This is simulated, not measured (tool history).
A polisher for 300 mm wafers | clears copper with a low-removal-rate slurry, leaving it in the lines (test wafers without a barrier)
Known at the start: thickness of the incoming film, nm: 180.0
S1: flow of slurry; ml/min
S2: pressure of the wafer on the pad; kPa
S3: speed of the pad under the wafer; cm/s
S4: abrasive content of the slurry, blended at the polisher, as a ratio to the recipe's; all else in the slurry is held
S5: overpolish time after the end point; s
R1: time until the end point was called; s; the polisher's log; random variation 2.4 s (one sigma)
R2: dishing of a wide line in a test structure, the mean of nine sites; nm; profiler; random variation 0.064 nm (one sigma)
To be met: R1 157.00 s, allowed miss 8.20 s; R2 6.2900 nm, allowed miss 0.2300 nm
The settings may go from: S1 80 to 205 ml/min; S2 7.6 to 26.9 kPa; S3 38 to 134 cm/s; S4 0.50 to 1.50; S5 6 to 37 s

| run | hour | S1 | S2 | S3 | S4 | S5 | R1 | R2 |
|---|---|---|---|---|---|---|---|---|
| 1 | 0.0 | 135 | 17.2 | 86 | 1.00 | 19 | 104.43 | 27.2920 |
| 2 | 7.8 | 135 | 17.2 | 86 | 1.00 | 12 | 103.77 | 18.6000 |
| 3 | 13.1 | 135 | 14.5 | 86 | 1.00 | 12 | 125.67 | 15.4980 |
| 4 | 19.5 | 140 | 13.8 | 86 | 1.00 | 11 | 129.03 | 13.6600 |
| 5 | 24.5 | 150 | 13.1 | 86 | 1.00 | 10 | 133.33 | 11.7730 |
| 6 | 28.1 | 150 | 13.1 | 86 | 1.00 | 13 | 131.59 | 15.5350 |
| 7 | 33.5 | 160 | 12.4 | 84 | 1.00 | 12 | 143.06 | 13.3930 |
| 8 | 35.0 | 160 | 12.4 | 84 | 1.00 | 12 | 138.90 | 13.6000 |
| 9 | 38.6 | 155 | 11.7 | 86 | 0.95 | 11 | 142.71 | 12.0240 |
| 10 | 45.7 | 155 | 11.0 | 88 | 0.90 | 10 | 153.24 | 10.4090 |
| 11 | 53.3 | 155 | 10.3 | 92 | 0.85 | 9 | 158.93 | 9.1206 |
| 12 | 54.5 | 155 | 10.3 | 96 | 0.80 | 9 | 154.78 | 9.3624 |

Which of these 5 next moves meets every target?
| A | 55.7 | 165 | 10.3 | 108 | 0.50 | 6 | ? | ? |
| B | 55.7 | 130 | 12.4 | 82 | 0.85 | 6 | ? | ? |
| C | 55.7 | 140 | 9.7 | 104 | 0.90 | 12 | ? | ? |
| D | 55.7 | 135 | 12.4 | 82 | 0.80 | 7 | ? | ? |
| E | 55.7 | 160 | 9.0 | 124 | 0.75 | 6 | ? | ? |

| move | R1 | R2 |
|---|---|---|
| A | 144.01 | 6.7711 |
| B | 155.44 | 6.2966 |
| C | 153.17 | 12.4430 |
| D | 155.44 | 7.3209 |
| E | 138.23 | 7.0336 |
A: nearer than the last run, and not there yet
B: meets every target
C: further off than the last run
D: nearer than the last run, and not there yet
E: nearer than the last run, and not there yet
Move B is the one to make.
